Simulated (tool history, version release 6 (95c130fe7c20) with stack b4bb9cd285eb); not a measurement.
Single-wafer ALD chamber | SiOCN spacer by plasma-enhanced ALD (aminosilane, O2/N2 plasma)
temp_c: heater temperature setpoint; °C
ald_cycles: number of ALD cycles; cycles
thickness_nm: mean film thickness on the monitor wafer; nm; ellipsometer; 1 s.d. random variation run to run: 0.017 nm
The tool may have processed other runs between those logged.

run 1 day=0 | temp_c=395 ald_cycles=95 | thickness_nm=5.4901
run 2 day=0.162 | temp_c=406 ald_cycles=95 | thickness_nm=5.4201
run 3 day=0.233 | temp_c=416 ald_cycles=95 | thickness_nm=5.2812
run 4 day=0.304 | temp_c=419 ald_cycles=95 | thickness_nm=5.2066
run 5 day=0.467 | temp_c=414 ald_cycles=97 | thickness_nm=5.4029
run 6 day=0.558 | temp_c=419 ald_cycles=97 | thickness_nm=5.2906

Estimate the outcome of run 7 from the log above:
run 7 day=0.938 | temp_c=413 ald_cycles=98 | thickness_nm=?

Run 7 yielded thickness_nm 5.4494 nm.
